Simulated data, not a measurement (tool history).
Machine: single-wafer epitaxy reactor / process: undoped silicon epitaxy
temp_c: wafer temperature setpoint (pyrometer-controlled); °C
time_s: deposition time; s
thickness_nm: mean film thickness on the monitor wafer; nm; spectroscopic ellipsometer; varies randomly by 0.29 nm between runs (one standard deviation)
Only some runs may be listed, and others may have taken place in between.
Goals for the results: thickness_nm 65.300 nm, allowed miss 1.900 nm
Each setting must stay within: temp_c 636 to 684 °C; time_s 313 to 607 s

run,day,temp_c,time_s,thickness_nm
1,0.000,660,460,104.380
2,0.208,660,498,112.600
3,0.438,660,476,107.400
4,0.742,652,476,89.068
5,0.833,660,476,107.710
6,1.112,656,475,97.331
7,1.467,653,474,90.425
8,1.625,650,473,83.416

4 candidate next runs follow, results not yet known. Just one meets every target within its allowed miss. Identify it.
A,1.783,641,437,?
B,1.783,646,462,?
C,1.783,657,500,?
D,1.783,636,533,?

move,thickness_nm
A,61.943
B,74.325
C,105.690
D,66.461
A: moves the result that the last run missed by most past its target, out the other side
B: closes in on the targets versus the last run, not all within tolerance yet
C: lands further from the targets than the last run did
D: every result within its allowed miss
Move D is the one to make.
